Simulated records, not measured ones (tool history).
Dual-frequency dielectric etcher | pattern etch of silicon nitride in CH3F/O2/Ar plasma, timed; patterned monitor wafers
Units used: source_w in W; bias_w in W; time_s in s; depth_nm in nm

run,hour,source_w,bias_w,time_s,depth_nm
1,0,400,87,60,52.455
2,7,400,87,62.5,55.042
3,11.7,430,87,62.5,56.436
4,18.1,400,87,62.5,54.826
5,19.5,380,81,62,51.217
6,22.7,380,81,60,49.686

The next listed run, before its measurement:
7,29.2,360,79,60,?

{"run 7": {"depth_nm": 47.574}}
